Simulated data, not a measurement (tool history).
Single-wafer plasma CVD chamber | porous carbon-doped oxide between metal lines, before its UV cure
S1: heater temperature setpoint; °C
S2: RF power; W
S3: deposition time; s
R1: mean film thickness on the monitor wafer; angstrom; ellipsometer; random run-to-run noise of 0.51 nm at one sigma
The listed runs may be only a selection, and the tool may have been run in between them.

Run 1, hour 0.0: S1 280 °C, S2 480 W, S3 17.9 s. Result: R1 1141.90 angstrom.
Run 2, hour 0.6: S1 285 °C, S2 470 W, S3 17.9 s. Result: R1 1091.60 angstrom.
Run 3, hour 2.4: S1 292 °C, S2 470 W, S3 17.9 s. Result: R1 1046.60 angstrom.
Run 4, hour 10.6: S1 292 °C, S2 410 W, S3 17.9 s. Result: R1 968.59 angstrom.
Run 5, hour 15.0: S1 293 °C, S2 410 W, S3 17.9 s. Result: R1 968.57 angstrom.
Run 6, hour 21.0: S1 287 °C, S2 410 W, S3 17.9 s. Result: R1 1005.10 angstrom.
Run 7, hour 25.0: S1 289 °C, S2 410 W, S3 17.9 s. Result: R1 995.67 angstrom.
Run 8, hour 28.3: S1 291 °C, S2 410 W, S3 17.9 s. Result: R1 991.14 angstrom.

Expected results for the next run?
Run 9, hour 31.6: S1 291 °C, S2 410 W, S3 17.9 s. Result: R1 ?.

{"run 9": {"R1": 972.95}}
